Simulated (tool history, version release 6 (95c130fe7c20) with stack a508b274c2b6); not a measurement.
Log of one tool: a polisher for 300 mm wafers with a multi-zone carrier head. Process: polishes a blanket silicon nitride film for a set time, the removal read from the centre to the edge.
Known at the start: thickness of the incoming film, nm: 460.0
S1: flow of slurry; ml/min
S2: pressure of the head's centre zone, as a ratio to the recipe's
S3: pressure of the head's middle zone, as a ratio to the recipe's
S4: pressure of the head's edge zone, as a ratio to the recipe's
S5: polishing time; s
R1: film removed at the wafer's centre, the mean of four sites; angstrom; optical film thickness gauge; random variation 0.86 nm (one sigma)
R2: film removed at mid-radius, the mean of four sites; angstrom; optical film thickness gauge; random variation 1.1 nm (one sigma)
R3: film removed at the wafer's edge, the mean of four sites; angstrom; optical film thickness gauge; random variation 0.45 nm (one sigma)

Run 1, day 0.000: S1 215 ml/min, S2 1.00, S3 1.00, S4 1.00, S5 65 s. Result: R1 868.13 angstrom, R2 881.92 angstrom, R3 913.73 angstrom.
Run 2, day 0.138: S1 215 ml/min, S2 1.00, S3 1.00, S4 0.97, S5 65 s. Result: R1 876.96 angstrom, R2 911.94 angstrom, R3 894.07 angstrom.
Run 3, day 0.500: S1 215 ml/min, S2 1.00, S3 1.00, S4 1.03, S5 65 s. Result: R1 874.96 angstrom, R2 903.62 angstrom, R3 922.57 angstrom.
Run 4, day 0.775: S1 215 ml/min, S2 1.00, S3 1.00, S4 1.08, S5 65 s. Result: R1 851.14 angstrom, R2 861.80 angstrom, R3 942.60 angstrom.
Run 5, day 1.100: S1 215 ml/min, S2 1.00, S3 0.94, S4 1.08, S5 65 s. Result: R1 859.30 angstrom, R2 828.14 angstrom, R3 942.15 angstrom.
Run 6, day 1.283: S1 210 ml/min, S2 0.99, S3 0.95, S4 1.03, S5 62 s. Result: R1 806.22 angstrom, R2 824.49 angstrom, R3 881.20 angstrom.
Run 7, day 1.633: S1 205 ml/min, S2 0.99, S3 0.95, S4 1.00, S5 59 s. Result: R1 767.32 angstrom, R2 755.27 angstrom, R3 831.82 angstrom.
Run 8, day 1.733: S1 240 ml/min, S2 1.00, S3 1.05, S4 0.90, S5 47 s. Result: R1 621.13 angstrom, R2 669.65 angstrom, R3 638.16 angstrom.
Run 9, day 1.867: S1 240 ml/min, S2 1.01, S3 1.07, S4 0.91, S5 48 s. Result: R1 630.66 angstrom, R2 711.33 angstrom, R3 647.65 angstrom.
Run 10, day 1.967: S1 240 ml/min, S2 1.02, S3 1.07, S4 0.92, S5 48 s. Result: R1 662.93 angstrom, R2 694.95 angstrom, R3 649.28 angstrom.
Run 11, day 2.117: S1 240 ml/min, S2 1.02, S3 1.08, S4 0.93, S5 48 s. Result: R1 657.76 angstrom, R2 717.37 angstrom, R3 653.83 angstrom.
Run 12, day 2.433: S1 240 ml/min, S2 1.02, S3 1.09, S4 0.94, S5 48 s. Result: R1 662.35 angstrom, R2 704.46 angstrom, R3 658.52 angstrom.
Run 13, day 2.571: S1 240 ml/min, S2 1.02, S3 1.09, S4 0.94, S5 48 s. Result: R1 670.82 angstrom, R2 715.66 angstrom, R3 660.12 angstrom.
Run 14, day 2.642: S1 240 ml/min, S2 1.02, S3 1.10, S4 0.95, S5 48 s. Result: R1 653.90 angstrom, R2 710.70 angstrom, R3 660.32 angstrom.

The next listed run, before its measurement:
Run 15, day 2.692: S1 240 ml/min, S2 1.02, S3 1.11, S4 0.95, S5 48 s. Result: R1 ?, R2 ?, R3 ?.

R1: 648.73 angstrom
R2: 723.09 angstrom
R3: 672.60 angstrom

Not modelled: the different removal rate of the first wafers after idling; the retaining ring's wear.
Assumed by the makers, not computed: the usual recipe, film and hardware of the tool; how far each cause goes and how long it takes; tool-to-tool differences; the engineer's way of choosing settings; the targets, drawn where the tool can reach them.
